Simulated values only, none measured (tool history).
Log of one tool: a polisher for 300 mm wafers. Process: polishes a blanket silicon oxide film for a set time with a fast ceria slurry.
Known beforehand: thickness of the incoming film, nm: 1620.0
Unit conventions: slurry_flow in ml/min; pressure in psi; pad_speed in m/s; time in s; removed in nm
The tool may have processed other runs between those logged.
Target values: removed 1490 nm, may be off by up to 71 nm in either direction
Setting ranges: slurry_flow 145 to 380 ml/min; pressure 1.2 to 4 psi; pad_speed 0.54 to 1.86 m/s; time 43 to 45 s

run,hour,slurry_flow,pressure,pad_speed,time,removed
1,0,245,2.6,1.18,43,787.23
2,8,245,2.2,1.18,43,688.56
3,15.6,245,2.8,1.24,43,910.7
4,18.6,300,2.8,1.24,43,922.12
5,24.9,245,2.8,1.24,43,899.39
6,32.7,245,2.2,1.24,43,739.29
7,38,245,2.8,1.28,43,931.23
8,45.4,245,3.2,1.3,43,1042.6
9,48.6,250,3.5,1.34,43,1131.4
10,56.3,250,3.7,1.4,43,1245.6

Exactly one of the 5 candidate moves below puts every result within its allowed miss. Which one?
A,64,195,3.4,1.62,44,?
B,64,285,4,1.46,45,?
C,64,255,4,1.38,45,?
D,64,270,4,1.32,44,?
E,64,285,3.8,1.4,43,?

move,removed
A,1347.2
B,1466.8
C,1382.9
D,1303.1
E,1292.4
A: closer than the last run, but not yet in spec
B: hits every target within its allowed miss
C: closer than the last run, but not yet in spec
D: closer than the last run, but not yet in spec
E: closer than the last run, but not yet in spec
B meets every target.
